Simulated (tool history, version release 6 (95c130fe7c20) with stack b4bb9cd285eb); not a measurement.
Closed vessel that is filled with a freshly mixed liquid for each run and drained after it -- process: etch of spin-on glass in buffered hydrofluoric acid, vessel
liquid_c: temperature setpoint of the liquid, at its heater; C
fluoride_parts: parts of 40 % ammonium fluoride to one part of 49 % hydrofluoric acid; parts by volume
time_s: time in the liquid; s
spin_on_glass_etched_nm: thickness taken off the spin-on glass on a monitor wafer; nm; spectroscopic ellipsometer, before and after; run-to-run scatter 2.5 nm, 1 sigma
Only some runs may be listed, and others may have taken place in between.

| run | day | liquid_c | fluoride_parts | time_s | spin_on_glass_etched_nm |
|---|---|---|---|---|---|
| 1 | 0 | 22 | 12 | 90 | 213.18 |
| 2 | 0.058 | 22 | 12 | 100 | 237.54 |
| 3 | 0.2 | 22 | 12 | 90 | 216.29 |
| 4 | 0.238 | 22 | 12 | 90 | 216.16 |
| 5 | 0.379 | 23.5 | 12 | 90 | 235.14 |
| 6 | 0.75 | 23.5 | 8.5 | 90 | 317.93 |
| 7 | 0.808 | 24.5 | 8.5 | 90 | 331.82 |
| 8 | 0.917 | 25.5 | 8.5 | 90 | 353.39 |
| 9 | 1.046 | 26 | 8.5 | 90 | 359.63 |
| 10 | 1.079 | 26.5 | 8.5 | 90 | 373.11 |
| 11 | 1.367 | 27 | 8.5 | 90 | 380.04 |

Run 12 comes next. What will it give?
| 12 | 1.512 | 27.5 | 8.5 | 90 | ? |

spin_on_glass_etched_nm: 393.21 nm
